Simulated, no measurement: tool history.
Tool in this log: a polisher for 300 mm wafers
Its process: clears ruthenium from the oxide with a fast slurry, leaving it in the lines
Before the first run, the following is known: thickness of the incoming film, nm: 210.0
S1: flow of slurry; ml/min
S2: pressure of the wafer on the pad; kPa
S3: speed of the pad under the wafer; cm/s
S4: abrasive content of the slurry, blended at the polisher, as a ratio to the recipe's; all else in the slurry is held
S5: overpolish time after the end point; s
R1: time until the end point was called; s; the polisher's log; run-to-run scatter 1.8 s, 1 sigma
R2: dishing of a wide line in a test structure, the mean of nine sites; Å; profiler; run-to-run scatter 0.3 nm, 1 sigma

Run 1, hour 0: S1 285 ml/min, S2 16.5 kPa, S3 104 cm/s, S4 1, S5 17 s. Result: R1 61.332 s, R2 438.76 Å.
Run 2, hour 7.5: S1 285 ml/min, S2 15.2 kPa, S3 104 cm/s, S4 1, S5 17 s. Result: R1 64.223 s, R2 412.78 Å.
Run 3, hour 9.4: S1 285 ml/min, S2 15.2 kPa, S3 104 cm/s, S4 1, S5 12 s. Result: R1 65.262 s, R2 302 Å.
Run 4, hour 16.1: S1 285 ml/min, S2 15.2 kPa, S3 104 cm/s, S4 0.8, S5 12 s. Result: R1 70.712 s, R2 283.53 Å.
Run 5, hour 24.2: S1 285 ml/min, S2 15.2 kPa, S3 126 cm/s, S4 0.8, S5 12 s. Result: R1 58.725 s, R2 328.48 Å.
Run 6, hour 31.4: S1 285 ml/min, S2 16.5 kPa, S3 126 cm/s, S4 0.8, S5 12 s. Result: R1 54.349 s, R2 356.48 Å.
Run 7, hour 38.2: S1 285 ml/min, S2 15.2 kPa, S3 122 cm/s, S4 0.8, S5 13 s. Result: R1 62.045 s, R2 345.39 Å.
Run 8, hour 41.3: S1 285 ml/min, S2 13.8 kPa, S3 120 cm/s, S4 0.8, S5 14 s. Result: R1 69.488 s, R2 334.21 Å.
Run 9, hour 45.2: S1 285 ml/min, S2 13.8 kPa, S3 120 cm/s, S4 0.8, S5 14 s. Result: R1 68.516 s, R2 334.02 Å.

Forecast run 10:
Run 10, hour 48.2: S1 280 ml/min, S2 9.7 kPa, S3 108 cm/s, S4 0.8, S5 20 s. Result: R1 ?, R2 ?.

Run 10 measured R1 103.96 s, R2 315.09 Å.
